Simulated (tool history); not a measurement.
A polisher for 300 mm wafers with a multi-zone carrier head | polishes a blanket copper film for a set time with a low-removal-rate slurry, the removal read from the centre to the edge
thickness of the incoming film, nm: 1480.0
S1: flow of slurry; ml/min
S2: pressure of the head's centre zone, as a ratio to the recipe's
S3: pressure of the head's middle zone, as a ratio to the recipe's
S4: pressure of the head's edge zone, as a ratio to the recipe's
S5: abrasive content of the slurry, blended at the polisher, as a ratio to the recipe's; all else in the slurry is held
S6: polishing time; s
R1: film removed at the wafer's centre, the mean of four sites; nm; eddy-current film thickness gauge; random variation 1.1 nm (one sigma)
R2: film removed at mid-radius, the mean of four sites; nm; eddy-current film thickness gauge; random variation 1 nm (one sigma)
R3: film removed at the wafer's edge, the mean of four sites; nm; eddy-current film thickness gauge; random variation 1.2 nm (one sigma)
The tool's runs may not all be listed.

run 1 hour=0 | S1=155 S2=1 S3=1 S4=1 S5=1 S6=53 | R1=156.49 R2=162.05 R3=160.57
run 2 hour=2.7 | S1=155 S2=1.02 S3=0.98 S4=1 S5=1 S6=53 | R1=162.08 R2=159.65 R3=158.5
run 3 hour=9.1 | S1=130 S2=1.02 S3=0.98 S4=1 S5=1 S6=53 | R1=157.06 R2=153.5 R3=157.37
run 4 hour=10.9 | S1=130 S2=1.03 S3=0.97 S4=1 S5=1 S6=53 | R1=157.21 R2=152.09 R3=160.11
run 5 hour=17 | S1=130 S2=0.99 S3=0.97 S4=1 S5=1 S6=53 | R1=153 R2=152.81 R3=156.81
-- hour=22.5 worn pad replaced by a new one
run 6 hour=22.5 | S1=130 S2=1.01 S3=0.96 S4=0.99 S5=1 S6=53 | R1=167.99 R2=162.93 R3=170.37
run 7 hour=24.2 | S1=125 S2=1.03 S3=0.96 S4=0.99 S5=1 S6=53 | R1=168.62 R2=161.6 R3=168.74
run 8 hour=29.8 | S1=135 S2=1.05 S3=0.96 S4=1.01 S5=1 S6=53 | R1=171.55 R2=165.27 R3=169.75
run 9 hour=33.7 | S1=130 S2=1.05 S3=0.95 S4=0.98 S5=0.95 S6=53 | R1=171.83 R2=161.47 R3=165.1

The next listed run, before its measurement:
run 10 hour=36 | S1=125 S2=1.07 S3=0.94 S4=1 S5=0.9 S6=53 | R1=? R2=? R3=?

R1: 170.36 nm
R2: 157.01 nm
R3: 166.54 nm

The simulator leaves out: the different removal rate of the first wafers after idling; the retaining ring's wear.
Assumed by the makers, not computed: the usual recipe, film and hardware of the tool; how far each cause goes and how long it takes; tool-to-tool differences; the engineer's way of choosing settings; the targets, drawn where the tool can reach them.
